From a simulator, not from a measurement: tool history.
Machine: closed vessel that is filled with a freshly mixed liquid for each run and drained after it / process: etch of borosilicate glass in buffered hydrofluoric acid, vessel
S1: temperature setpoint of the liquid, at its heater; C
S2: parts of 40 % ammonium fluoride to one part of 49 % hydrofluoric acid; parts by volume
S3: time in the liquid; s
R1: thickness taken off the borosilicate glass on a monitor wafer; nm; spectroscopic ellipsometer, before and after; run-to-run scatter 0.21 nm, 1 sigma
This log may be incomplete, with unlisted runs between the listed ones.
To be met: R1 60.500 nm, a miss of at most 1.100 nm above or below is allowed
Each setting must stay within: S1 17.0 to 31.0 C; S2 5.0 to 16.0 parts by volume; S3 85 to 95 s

run 1 hour=0.0 | S1=23.0 S2=9.5 S3=85 | R1=103.960
run 2 hour=4.1 | S1=24.5 S2=9.5 S3=85 | R1=112.670
run 3 hour=12.5 | S1=24.5 S2=9.5 S3=95 | R1=126.530
run 4 hour=15.2 | S1=22.5 S2=10.5 S3=95 | R1=104.380
run 5 hour=16.9 | S1=25.5 S2=10.5 S3=95 | R1=123.020
run 6 hour=20.5 | S1=23.0 S2=10.5 S3=95 | R1=107.100
run 7 hour=27.1 | S1=19.0 S2=13.5 S3=95 | R1=67.271
run 8 hour=29.5 | S1=18.5 S2=13.5 S3=95 | R1=65.461
run 9 hour=36.2 | S1=18.0 S2=13.5 S3=95 | R1=63.729
run 10 hour=42.8 | S1=17.5 S2=13.5 S3=95 | R1=62.243

Which one of the following 4 next-run settings gets every result inside its allowed miss? There is exactly one.
run A hour=49.4 | S1=17.0 S2=13.5 S3=95 | R1=?
run B hour=49.4 | S1=18.5 S2=13.0 S3=90 | R1=?
run C hour=49.4 | S1=17.5 S2=12.5 S3=90 | R1=?
run D hour=49.4 | S1=17.0 S2=12.0 S3=90 | R1=?

move=A R1=60.197
move=B R1=64.356
move=C R1=63.293
move=D R1=64.095
A: all results land within tolerance of their targets
B: moves away from the targets compared with the last run
C: moves away from the targets compared with the last run
D: moves away from the targets compared with the last run
Correct choice: A, which meets every target
